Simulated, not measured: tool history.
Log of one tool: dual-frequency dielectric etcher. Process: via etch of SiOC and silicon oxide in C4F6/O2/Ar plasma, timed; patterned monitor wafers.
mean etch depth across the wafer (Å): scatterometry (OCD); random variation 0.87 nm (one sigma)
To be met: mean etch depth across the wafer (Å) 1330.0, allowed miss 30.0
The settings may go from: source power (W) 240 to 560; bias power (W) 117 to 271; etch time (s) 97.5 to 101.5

run	hour	source power (W)	bias power (W)	etch time (s)	mean etch depth across the wafer (Å)
1	0.0	400	194	97.5	1219.2
2	3.0	400	219	97.5	1266.0
3	5.7	410	221	97.5	1278.4
4	12.3	360	221	97.5	1209.5
5	15.9	380	224	97.5	1243.7
6	20.9	400	226	97.5	1281.3
# hour 26.1: wet clean of the chamber
7	26.1	430	230	97.5	1257.1
8	29.3	430	231	98.5	1266.0

4 next moves are on the table. One of them brings every result within its allowed miss. Which?
A	32.5	450	212	99.5	?
B	32.5	450	242	97.5	?
C	32.5	490	233	101.5	?
D	32.5	400	246	97.5	?

move	mean etch depth across the wafer (Å)
A	1282.1
B	1313.2
C	1394.2
D	1262.9
A: nearer than the last run, and not there yet
B: meets every target
C: takes the result that was furthest off past its target
D: as far off as the last run
Answer: B
